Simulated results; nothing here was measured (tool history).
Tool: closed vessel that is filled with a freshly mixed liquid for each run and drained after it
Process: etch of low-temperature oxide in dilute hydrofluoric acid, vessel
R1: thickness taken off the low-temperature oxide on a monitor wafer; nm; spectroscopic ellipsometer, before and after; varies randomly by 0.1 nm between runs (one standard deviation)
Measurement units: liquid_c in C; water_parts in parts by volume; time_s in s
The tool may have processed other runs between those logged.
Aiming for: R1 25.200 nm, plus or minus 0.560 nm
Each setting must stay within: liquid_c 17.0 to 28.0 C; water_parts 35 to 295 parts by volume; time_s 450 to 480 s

{"run": 1, "hour": 0.0, "liquid_c": 20.0, "water_parts": 165, "time_s": 450, "R1": 22.605}
{"run": 2, "hour": 6.7, "liquid_c": 20.0, "water_parts": 165, "time_s": 450, "R1": 22.633}
{"run": 3, "hour": 13.1, "liquid_c": 20.0, "water_parts": 110, "time_s": 450, "R1": 35.705}
{"run": 4, "hour": 17.3, "liquid_c": 18.5, "water_parts": 110, "time_s": 450, "R1": 33.679}
{"run": 5, "hour": 19.5, "liquid_c": 18.5, "water_parts": 110, "time_s": 450, "R1": 33.373}
{"run": 6, "hour": 24.8, "liquid_c": 17.0, "water_parts": 110, "time_s": 450, "R1": 31.67}
{"run": 7, "hour": 30.9, "liquid_c": 17.0, "water_parts": 115, "time_s": 450, "R1": 29.972}
{"run": 8, "hour": 39.4, "liquid_c": 17.0, "water_parts": 120, "time_s": 450, "R1": 28.914}
{"run": 9, "hour": 47.1, "liquid_c": 17.0, "water_parts": 145, "time_s": 450, "R1": 23.179}
{"run": 10, "hour": 48.1, "liquid_c": 17.5, "water_parts": 145, "time_s": 450, "R1": 23.801}
{"run": 11, "hour": 49.3, "liquid_c": 17.5, "water_parts": 145, "time_s": 450, "R1": 23.593}

Which one of the following 4 next-run settings gets every result inside its allowed miss? There is exactly one.
{"run": "A", "hour": 50.5, "liquid_c": 17.5, "water_parts": 140, "time_s": 480, "R1": "?"}
{"run": "B", "hour": 50.5, "liquid_c": 17.0, "water_parts": 130, "time_s": 455, "R1": "?"}
{"run": "C", "hour": 50.5, "liquid_c": 17.0, "water_parts": 135, "time_s": 450, "R1": "?"}
{"run": "D", "hour": 50.5, "liquid_c": 18.0, "water_parts": 140, "time_s": 480, "R1": "?"}

move=A R1=26.408
move=B R1=26.672
move=C R1=25.276
move=D R1=26.954
A: takes the result that was furthest off past its target
B: takes the result that was furthest off past its target
C: hits every target within its allowed miss
D: takes the result that was furthest off past its target
Move C is the one to make.
